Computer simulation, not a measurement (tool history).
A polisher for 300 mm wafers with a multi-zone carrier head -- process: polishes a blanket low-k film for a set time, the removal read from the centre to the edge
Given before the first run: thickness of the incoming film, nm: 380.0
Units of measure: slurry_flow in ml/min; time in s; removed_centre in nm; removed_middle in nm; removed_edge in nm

{"run": 1, "day": 0.0, "slurry_flow": 295, "centre_zone": 1, "middle_zone": 1, "edge_zone": 1, "slurry_solids": 1, "time": 37, "removed_centre": 24.579, "removed_middle": 22.775, "removed_edge": 23.594}
{"run": 2, "day": 0.1, "slurry_flow": 290, "centre_zone": 0.97, "middle_zone": 1, "edge_zone": 0.97, "slurry_solids": 0.9, "time": 35, "removed_centre": 21.437, "removed_middle": 20.138, "removed_edge": 20.842}
{"run": 3, "day": 0.292, "slurry_flow": 285, "centre_zone": 0.94, "middle_zone": 1.01, "edge_zone": 0.94, "slurry_solids": 0.8, "time": 34, "removed_centre": 18.814, "removed_middle": 18.22, "removed_edge": 18.27}
{"run": 4, "day": 0.475, "slurry_flow": 285, "centre_zone": 0.94, "middle_zone": 1.01, "edge_zone": 0.91, "slurry_solids": 0.8, "time": 34, "removed_centre": 18.549, "removed_middle": 18.47, "removed_edge": 18.045}
{"run": 5, "day": 0.771, "slurry_flow": 285, "centre_zone": 0.94, "middle_zone": 1.01, "edge_zone": 0.91, "slurry_solids": 0.7, "time": 34, "removed_centre": 16.833, "removed_middle": 16.86, "removed_edge": 16.386}
{"run": 6, "day": 0.958, "slurry_flow": 280, "centre_zone": 0.92, "middle_zone": 1, "edge_zone": 0.89, "slurry_solids": 0.65, "time": 34, "removed_centre": 15.692, "removed_middle": 15.499, "removed_edge": 15.177}
{"run": 7, "day": 1.142, "slurry_flow": 270, "centre_zone": 0.9, "middle_zone": 1, "edge_zone": 0.88, "slurry_solids": 0.65, "time": 34, "removed_centre": 15.325, "removed_middle": 15.664, "removed_edge": 15.028}
{"run": 8, "day": 1.333, "slurry_flow": 260, "centre_zone": 0.88, "middle_zone": 0.99, "edge_zone": 0.88, "slurry_solids": 0.65, "time": 34, "removed_centre": 14.931, "removed_middle": 15.607, "removed_edge": 15.038}
{"run": 9, "day": 1.492, "slurry_flow": 255, "centre_zone": 0.87, "middle_zone": 0.97, "edge_zone": 0.87, "slurry_solids": 0.65, "time": 34, "removed_centre": 15.023, "removed_middle": 15.05, "removed_edge": 14.922}
{"day": 1.692, "done": "centre zone pressure recalibrated"}
{"run": 10, "day": 1.692, "slurry_flow": 255, "centre_zone": 0.87, "middle_zone": 0.97, "edge_zone": 0.87, "slurry_solids": 0.65, "time": 34, "removed_centre": 14.278, "removed_middle": 14.852, "removed_edge": 14.956}
{"run": 11, "day": 1.742, "slurry_flow": 230, "centre_zone": 0.85, "middle_zone": 0.97, "edge_zone": 0.81, "slurry_solids": 0.55, "time": 34, "removed_centre": 11.893, "removed_middle": 12.699, "removed_edge": 12.141}
{"run": 12, "day": 1.979, "slurry_flow": 255, "centre_zone": 0.84, "middle_zone": 0.97, "edge_zone": 0.81, "slurry_solids": 0.55, "time": 34, "removed_centre": 12.081, "removed_middle": 12.921, "removed_edge": 12.316}

The next listed run, before its measurement:
{"run": 13, "day": 2.162, "slurry_flow": 340, "centre_zone": 0.84, "middle_zone": 0.99, "edge_zone": 0.91, "slurry_solids": 0.6, "time": 34, "removed_centre": "?", "removed_middle": "?", "removed_edge": "?"}

{"run 13": {"removed_centre": 13.556, "removed_middle": 14.519, "removed_edge": 14.573}}
